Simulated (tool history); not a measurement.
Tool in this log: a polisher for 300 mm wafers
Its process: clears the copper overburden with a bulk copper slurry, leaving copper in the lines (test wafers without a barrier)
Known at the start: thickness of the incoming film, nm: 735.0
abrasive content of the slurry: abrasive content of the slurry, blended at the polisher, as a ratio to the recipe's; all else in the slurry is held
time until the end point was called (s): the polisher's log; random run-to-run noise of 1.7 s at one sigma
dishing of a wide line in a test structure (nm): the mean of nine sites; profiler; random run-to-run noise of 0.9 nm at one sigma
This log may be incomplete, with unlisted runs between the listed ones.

run,hour,flow of slurry (ml/min),pressure of the wafer on the pad (kPa),speed of the pad under the wafer (m/s),abrasive content of the slurry,overpolish time after the end point (s),time until the end point was called (s),dishing of a wide line in a test structure (nm)
1,0,150,11,1.1,1,11,151.35,33.649
2,3.7,150,9.7,1.1,1,11,177.7,29.508
3,9.6,165,9.7,1.1,1,11,176.98,29.634
4,15.7,165,10.3,1.1,1,11,163.14,32.567
5,23.5,165,10.3,0.98,1,11,180.83,28.842
6,25.1,165,13.1,0.98,1,11,146.26,35.001

Expected results for the next run?
7,34,165,13.8,0.98,1,11,?,?

Run 7 came out at time until the end point was called (s) 141.98, dishing of a wide line in a test structure (nm) 38.243.

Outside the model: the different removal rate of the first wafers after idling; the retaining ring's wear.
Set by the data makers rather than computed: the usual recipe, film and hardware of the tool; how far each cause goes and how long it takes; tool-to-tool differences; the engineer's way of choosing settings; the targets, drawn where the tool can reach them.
